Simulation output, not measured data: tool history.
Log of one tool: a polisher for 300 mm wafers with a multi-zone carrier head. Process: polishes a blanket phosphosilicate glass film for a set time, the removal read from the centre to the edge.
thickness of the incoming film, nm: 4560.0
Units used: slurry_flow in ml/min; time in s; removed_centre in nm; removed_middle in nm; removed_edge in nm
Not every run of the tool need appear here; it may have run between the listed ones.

run  hour  slurry_flow  centre_zone  middle_zone  edge_zone  slurry_solids  time  removed_centre  removed_middle  removed_edge
  1     0          290            1            1          1              1    76          572.11          573.85        580.25
  2   3.6          285         0.95         0.99       0.97            0.9    76          539.75          559.17        553.42
  3    10          285         0.95         1.07       0.97            0.9    76          533.56          586.81         548.4
  4  15.5          285         0.95         1.01       0.97            0.9    76          533.08             565         555.4
  5  18.6          285         0.98         1.01       0.97            0.9    76          544.79          577.22        549.56
  6  25.4          285         1.02         1.01       0.97            0.9    76          572.36          572.16        552.79
  7  28.1          280         0.97            1       0.98            0.8    75          516.15          533.72         529.1
  8  33.7          275         0.93            1       0.98            0.7    74          466.01          505.25        510.11
  9  40.6          275         0.91            1       0.96           0.65    74          444.86          491.56        482.43
 10  46.3          270         0.88         0.99       0.95           0.65    74          445.74          485.29        488.37

Run 11 has not been measured yet. What should we expect?
 11  52.6          270         0.86            1       0.95            0.6    74               ?               ?             ?

Run 11 yielded removed_centre 417.44 nm, removed_middle 490.23 nm, removed_edge 475.12 nm.
